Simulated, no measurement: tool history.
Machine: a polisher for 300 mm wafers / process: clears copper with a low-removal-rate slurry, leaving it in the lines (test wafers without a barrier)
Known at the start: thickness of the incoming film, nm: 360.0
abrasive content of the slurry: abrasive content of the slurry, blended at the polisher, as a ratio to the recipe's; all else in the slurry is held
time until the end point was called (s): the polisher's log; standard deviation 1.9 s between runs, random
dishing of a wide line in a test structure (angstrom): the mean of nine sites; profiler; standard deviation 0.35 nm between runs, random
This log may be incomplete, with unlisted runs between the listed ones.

run	hour	flow of slurry (ml/min)	pressure of the wafer on the pad (kPa)	speed of the pad under the wafer (cm/s)	abrasive content of the slurry	overpolish time after the end point (s)	time until the end point was called (s)	dishing of a wide line in a test structure (angstrom)
1	0.0	290	24.8	132	1.0	8	60.580	296.29
2	3.1	335	24.8	132	1.0	8	58.880	298.52
3	8.8	335	24.8	132	1.0	7	60.437	269.25
4	16.7	335	23.4	132	1.0	7	61.179	254.58
5	17.9	335	22.1	130	1.0	7	65.996	243.58
6	24.6	335	20.7	128	1.0	7	71.216	230.29
7	30.5	335	20.0	128	1.0	7	72.842	219.49
8	39.2	335	19.3	128	1.0	7	73.509	215.41
9	41.8	335	18.6	126	1.0	7	78.547	203.90
10	45.2	335	17.9	126	1.0	7	79.338	193.09
11	53.7	335	17.2	124	1.0	7	85.657	183.96

Predict the results of run 12:
12	56.3	330	17.2	124	1.0	7	?	?

Run 12 came out at time until the end point was called (s) 86.128, dishing of a wide line in a test structure (angstrom) 190.34.
